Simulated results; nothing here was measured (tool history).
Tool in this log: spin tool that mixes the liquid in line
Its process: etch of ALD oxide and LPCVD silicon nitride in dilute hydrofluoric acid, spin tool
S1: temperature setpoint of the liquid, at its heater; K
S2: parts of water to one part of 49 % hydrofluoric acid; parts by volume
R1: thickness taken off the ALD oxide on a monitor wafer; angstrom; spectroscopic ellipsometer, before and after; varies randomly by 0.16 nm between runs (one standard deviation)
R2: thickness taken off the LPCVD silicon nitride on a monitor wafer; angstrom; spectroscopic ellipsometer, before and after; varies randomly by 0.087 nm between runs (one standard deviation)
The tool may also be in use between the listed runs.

{"run": 1, "hour": 0.0, "S1": 296.15, "S2": 45, "time under the liquid (s)": 30, "R1": 117.52, "R2": 2.7735}
{"run": 2, "hour": 5.1, "S1": 297.65, "S2": 40, "time under the liquid (s)": 30, "R1": 141.53, "R2": 3.7085}
{"run": 3, "hour": 6.2, "S1": 297.65, "S2": 45, "time under the liquid (s)": 30, "R1": 124.39, "R2": 2.9639}
{"run": 4, "hour": 12.8, "S1": 299.15, "S2": 40, "time under the liquid (s)": 30, "R1": 150.16, "R2": 4.2551}
{"run": 5, "hour": 18.8, "S1": 299.15, "S2": 40, "time under the liquid (s)": 40, "R1": 198.8, "R2": 5.8059}
{"run": 6, "hour": 23.3, "S1": 299.15, "S2": 40, "time under the liquid (s)": 45, "R1": 224.16, "R2": 5.8989}
{"run": 7, "hour": 26.2, "S1": 300.15, "S2": 40, "time under the liquid (s)": 45, "R1": 233.7, "R2": 7.3254}

Run 8 comes next. What will it give?
{"run": 8, "hour": 27.7, "S1": 300.65, "S2": 40, "time under the liquid (s)": 45, "R1": "?", "R2": "?"}

R1: 238.01 angstrom
R2: 6.3012 angstrom

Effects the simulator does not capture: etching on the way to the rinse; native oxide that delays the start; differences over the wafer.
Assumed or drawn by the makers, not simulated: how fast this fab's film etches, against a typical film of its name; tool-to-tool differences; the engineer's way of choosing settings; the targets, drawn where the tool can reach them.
